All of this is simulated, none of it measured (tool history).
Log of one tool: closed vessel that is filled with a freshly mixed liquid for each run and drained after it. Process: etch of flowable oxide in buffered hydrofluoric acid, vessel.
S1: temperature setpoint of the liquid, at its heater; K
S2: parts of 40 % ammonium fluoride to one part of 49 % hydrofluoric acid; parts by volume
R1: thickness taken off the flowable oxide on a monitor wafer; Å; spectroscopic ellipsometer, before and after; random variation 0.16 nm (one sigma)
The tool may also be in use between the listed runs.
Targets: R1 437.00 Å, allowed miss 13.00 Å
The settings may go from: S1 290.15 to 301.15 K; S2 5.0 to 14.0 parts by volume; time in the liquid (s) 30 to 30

{"run": 1, "hour": 0.0, "S1": 293.15, "S2": 8.5, "time in the liquid (s)": 30, "R1": 817.27}
{"run": 2, "hour": 1.3, "S1": 293.15, "S2": 10.0, "time in the liquid (s)": 30, "R1": 700.58}
{"run": 3, "hour": 5.7, "S1": 292.65, "S2": 10.5, "time in the liquid (s)": 30, "R1": 656.38}
{"run": 4, "hour": 12.2, "S1": 292.65, "S2": 10.5, "time in the liquid (s)": 30, "R1": 655.1}
{"run": 5, "hour": 17.8, "S1": 292.65, "S2": 10.5, "time in the liquid (s)": 30, "R1": 657.92}
{"run": 6, "hour": 24.3, "S1": 292.15, "S2": 11.0, "time in the liquid (s)": 30, "R1": 615.5}
{"run": 7, "hour": 33.1, "S1": 291.65, "S2": 11.5, "time in the liquid (s)": 30, "R1": 573.02}
{"run": 8, "hour": 41.4, "S1": 291.15, "S2": 12.0, "time in the liquid (s)": 30, "R1": 535.45}
{"run": 9, "hour": 42.4, "S1": 291.15, "S2": 12.5, "time in the liquid (s)": 30, "R1": 510.91}
{"run": 10, "hour": 47.4, "S1": 291.15, "S2": 13.0, "time in the liquid (s)": 30, "R1": 490.15}
{"run": 11, "hour": 50.6, "S1": 290.65, "S2": 13.5, "time in the liquid (s)": 30, "R1": 459.22}

Which of these 4 next moves meets every target?
{"run": "A", "hour": 53.8, "S1": 290.15, "S2": 14.0, "time in the liquid (s)": 30, "R1": "?"}
{"run": "B", "hour": 53.8, "S1": 292.15, "S2": 14.0, "time in the liquid (s)": 30, "R1": "?"}
{"run": "C", "hour": 53.8, "S1": 290.15, "S2": 13.0, "time in the liquid (s)": 30, "R1": "?"}
{"run": "D", "hour": 53.8, "S1": 290.15, "S2": 12.0, "time in the liquid (s)": 30, "R1": "?"}

move=A R1=433.58
move=B R1=485.73
move=C R1=466.24
move=D R1=504.20
A: meets every target
B: further off than the last run
C: further off than the last run
D: further off than the last run
The right move is A.

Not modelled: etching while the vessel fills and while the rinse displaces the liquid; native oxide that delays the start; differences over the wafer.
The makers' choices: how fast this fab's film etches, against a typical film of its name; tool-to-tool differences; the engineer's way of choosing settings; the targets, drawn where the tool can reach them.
